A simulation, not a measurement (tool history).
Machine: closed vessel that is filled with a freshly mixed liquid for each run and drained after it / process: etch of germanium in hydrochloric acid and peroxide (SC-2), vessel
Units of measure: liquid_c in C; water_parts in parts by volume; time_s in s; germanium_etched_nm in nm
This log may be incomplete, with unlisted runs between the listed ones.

run,hour,liquid_c,water_parts,time_s,germanium_etched_nm
1,0,55,6.5,30,46.907
2,6.4,61.5,6.5,30,56.831
3,9.9,57.5,6.5,30,50.366
4,18,60,6.5,30,55.059
5,26.3,56,6.5,30,49.204
6,31.2,53,6.5,30,44.609
7,36.8,45,7,30,34.148

For run 8, what comes out?
8,42.1,44.5,7,30,?

{"run 8": {"germanium_etched_nm": 33.651}}

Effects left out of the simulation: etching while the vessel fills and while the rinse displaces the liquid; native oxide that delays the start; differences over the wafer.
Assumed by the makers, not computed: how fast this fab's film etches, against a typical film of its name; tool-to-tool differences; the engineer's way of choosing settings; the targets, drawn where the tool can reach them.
